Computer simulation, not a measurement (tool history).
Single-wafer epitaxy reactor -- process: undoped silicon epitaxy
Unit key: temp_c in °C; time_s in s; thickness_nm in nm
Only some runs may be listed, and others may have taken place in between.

run	hour	temp_c	time_s	thickness_nm
1	0.0	665	329	70.703
2	4.9	663	329	67.991
3	8.2	655	329	58.195
4	13.0	665	329	70.632
5	16.6	663	329	67.686
6	21.1	667	329	72.947

Forecast run 7:
7	26.2	665	328	?

Run 7 measured thickness_nm 70.467 nm.
